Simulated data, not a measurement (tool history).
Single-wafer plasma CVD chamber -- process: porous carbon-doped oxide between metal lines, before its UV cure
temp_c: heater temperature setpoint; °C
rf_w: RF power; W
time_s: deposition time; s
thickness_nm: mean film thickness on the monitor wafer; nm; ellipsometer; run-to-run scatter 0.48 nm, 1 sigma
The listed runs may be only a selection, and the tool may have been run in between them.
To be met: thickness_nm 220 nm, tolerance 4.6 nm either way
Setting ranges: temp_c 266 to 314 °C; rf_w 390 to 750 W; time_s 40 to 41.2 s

| run | day | temp_c | rf_w | time_s | thickness_nm |
|---|---|---|---|---|---|
| 1 | 0 | 290 | 570 | 40 | 248.09 |
| 2 | 0.35 | 294 | 565 | 40 | 241.63 |
| 3 | 0.421 | 297 | 560 | 40 | 234.61 |
| 4 | 0.792 | 288 | 560 | 40 | 250.55 |
| 5 | 1.042 | 288 | 560 | 41.2 | 258.38 |
| 6 | 1.167 | 288 | 560 | 40 | 250.28 |
| 7 | 1.462 | 292 | 555 | 40 | 242.98 |
| 8 | 1.746 | 295 | 550 | 40 | 236.45 |
| 9 | 2.062 | 297 | 545 | 40 | 231.96 |
| 10 | 2.112 | 299 | 545 | 40 | 228.66 |
| 11 | 2.408 | 300 | 545 | 40 | 227.52 |
| 12 | 2.746 | 301 | 545 | 40 | 226.71 |

Pick the move, out of 4, that brings all results within their allowed miss; only one does.
| A | 3.083 | 302 | 530 | 41 | ? |
| B | 3.083 | 309 | 515 | 40 | ? |
| C | 3.083 | 289 | 390 | 41.2 | ? |
| D | 3.083 | 310 | 535 | 41.2 | ? |

| move | thickness_nm |
|---|---|
| A | 226.85 |
| B | 208.85 |
| C | 210.61 |
| D | 218.01 |
A: neither nearer nor further off than the last run
B: pushes the last run's worst result past its target
C: pushes the last run's worst result past its target
D: meets every target
So the answer is move D, the one that meets all the targets.
